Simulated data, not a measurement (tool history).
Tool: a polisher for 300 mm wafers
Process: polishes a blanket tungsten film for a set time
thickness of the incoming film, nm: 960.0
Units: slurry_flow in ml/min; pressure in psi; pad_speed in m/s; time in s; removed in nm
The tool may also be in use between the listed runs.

run    day  slurry_flow  pressure  pad_speed  slurry_solids  time  removed
  1      0          240       2.9       1.24              1    27   108.74
  2  0.258          240       2.9       1.42              1    27   124.53
  3  0.388          235       2.6       1.42              1    27   110.66
  4  0.533          230       2.4       1.42              1    27    102.1
  5   0.85          225       2.3       1.42              1    27   98.751
  6  1.046          225         2       1.42              1    27   86.006
  7  1.121          220         2       1.42              1    27   86.332
  8  1.388          215         2       1.42              1    27   86.341
  9  1.696          210         2       1.42              1    27   85.483

The next listed run, before its measurement:
 10  1.854          205         2       1.42              1    27        ?

Run 10 gave removed 86.132 nm.
